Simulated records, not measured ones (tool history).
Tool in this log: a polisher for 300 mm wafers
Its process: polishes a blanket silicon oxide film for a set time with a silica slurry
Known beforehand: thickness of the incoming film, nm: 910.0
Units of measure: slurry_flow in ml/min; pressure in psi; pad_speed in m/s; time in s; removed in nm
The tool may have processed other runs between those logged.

Run 1, day 0.000: slurry_flow 290 ml/min, pressure 5.6 psi, pad_speed 0.90 m/s, slurry_solids 1.0, time 95 s. Result: removed 309.83 nm.
Run 2, day 0.371: slurry_flow 290 ml/min, pressure 4.6 psi, pad_speed 0.90 m/s, slurry_solids 1.0, time 95 s. Result: removed 270.03 nm.
Run 3, day 0.654: slurry_flow 290 ml/min, pressure 5.3 psi, pad_speed 0.90 m/s, slurry_solids 1.0, time 95 s. Result: removed 295.09 nm.
Run 4, day 0.917: slurry_flow 290 ml/min, pressure 5.9 psi, pad_speed 0.90 m/s, slurry_solids 1.0, time 95 s. Result: removed 313.85 nm.
Run 5, day 0.967: slurry_flow 235 ml/min, pressure 5.9 psi, pad_speed 0.90 m/s, slurry_solids 1.0, time 95 s. Result: removed 311.17 nm.
Run 6, day 1.079: slurry_flow 235 ml/min, pressure 5.0 psi, pad_speed 0.90 m/s, slurry_solids 1.0, time 95 s. Result: removed 276.30 nm.
Run 7, day 1.158: slurry_flow 240 ml/min, pressure 5.8 psi, pad_speed 0.90 m/s, slurry_solids 1.0, time 95 s. Result: removed 303.69 nm.
Run 8, day 1.442: slurry_flow 250 ml/min, pressure 6.4 psi, pad_speed 0.90 m/s, slurry_solids 1.0, time 95 s. Result: removed 327.43 nm.
Run 9, day 1.500: slurry_flow 250 ml/min, pressure 6.4 psi, pad_speed 0.90 m/s, slurry_solids 1.0, time 95 s. Result: removed 329.45 nm.

Run 10, settings as shown, results not yet in. Your forecast:
Run 10, day 1.538: slurry_flow 255 ml/min, pressure 6.9 psi, pad_speed 0.92 m/s, slurry_solids 1.0, time 95 s. Result: removed ?.

removed: 360.28 nm
